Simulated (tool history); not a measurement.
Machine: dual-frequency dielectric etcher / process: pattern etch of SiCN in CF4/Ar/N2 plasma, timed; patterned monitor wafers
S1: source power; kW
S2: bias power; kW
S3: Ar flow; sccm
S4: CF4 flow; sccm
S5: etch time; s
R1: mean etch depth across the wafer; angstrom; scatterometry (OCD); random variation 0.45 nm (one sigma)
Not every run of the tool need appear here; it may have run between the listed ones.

run  hour     S1     S2   S3  S4     S5      R1
  1   0.0  0.340  0.077  138  56  135.5  864.41
  2   8.0  0.340  0.077  138  48  135.5  849.92
  3  13.4  0.370  0.077  138  48  135.5  911.57
  4  17.5  0.350  0.076  138  48  135.5  866.95
  5  25.3  0.350  0.082  138  48  135.5  900.65
  6  31.7  0.330  0.082  138  48  135.5  856.80
  7  35.0  0.310  0.082  138  48  135.5  813.55

The next listed run, before its measurement:
  8  43.8  0.300  0.082  138  48  135.5   ?

R1: 778.99 angstrom

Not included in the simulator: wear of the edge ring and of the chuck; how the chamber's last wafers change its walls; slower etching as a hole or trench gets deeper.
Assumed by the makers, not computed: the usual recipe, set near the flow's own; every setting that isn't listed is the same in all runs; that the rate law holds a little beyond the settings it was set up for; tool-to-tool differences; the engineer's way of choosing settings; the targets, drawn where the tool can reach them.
